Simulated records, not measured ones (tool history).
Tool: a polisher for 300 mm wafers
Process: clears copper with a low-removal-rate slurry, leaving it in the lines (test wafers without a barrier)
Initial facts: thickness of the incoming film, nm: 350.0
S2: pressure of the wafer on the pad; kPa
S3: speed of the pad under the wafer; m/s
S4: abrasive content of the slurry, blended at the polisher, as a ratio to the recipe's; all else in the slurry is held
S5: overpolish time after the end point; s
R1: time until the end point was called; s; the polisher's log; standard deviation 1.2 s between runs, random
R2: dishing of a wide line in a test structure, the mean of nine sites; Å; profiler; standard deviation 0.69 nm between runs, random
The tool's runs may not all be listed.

{"run": 1, "hour": 0.0, "flow of slurry (ml/min)": 275, "S2": 21.4, "S3": 1.22, "S4": 1, "S5": 19, "R1": 73.427, "R2": 478.86}
{"run": 2, "hour": 7.4, "flow of slurry (ml/min)": 275, "S2": 21.4, "S3": 1.52, "S4": 1, "S5": 19, "R1": 58.801, "R2": 532.96}
{"run": 3, "hour": 14.4, "flow of slurry (ml/min)": 280, "S2": 17.9, "S3": 1.48, "S4": 1, "S5": 23, "R1": 66.717, "R2": 540.41}
{"run": 4, "hour": 20.0, "flow of slurry (ml/min)": 280, "S2": 17.9, "S3": 1.18, "S4": 1, "S5": 23, "R1": 84.698, "R2": 478.2}
{"run": 5, "hour": 20.6, "flow of slurry (ml/min)": 280, "S2": 17.9, "S3": 1.18, "S4": 1, "S5": 26, "R1": 86.297, "R2": 516.04}
{"run": 6, "hour": 29.5, "flow of slurry (ml/min)": 340, "S2": 17.9, "S3": 1.18, "S4": 1, "S5": 26, "R1": 81.903, "R2": 526.99}
{"run": 7, "hour": 30.6, "flow of slurry (ml/min)": 325, "S2": 16.5, "S3": 1.16, "S4": 1, "S5": 28, "R1": 90.623, "R2": 523.44}

Forecast run 8:
{"run": 8, "hour": 33.2, "flow of slurry (ml/min)": 315, "S2": 15.9, "S3": 1.16, "S4": 1, "S5": 29, "R1": "?", "R2": "?"}

R1: 93.363 s
R2: 515.44 Å

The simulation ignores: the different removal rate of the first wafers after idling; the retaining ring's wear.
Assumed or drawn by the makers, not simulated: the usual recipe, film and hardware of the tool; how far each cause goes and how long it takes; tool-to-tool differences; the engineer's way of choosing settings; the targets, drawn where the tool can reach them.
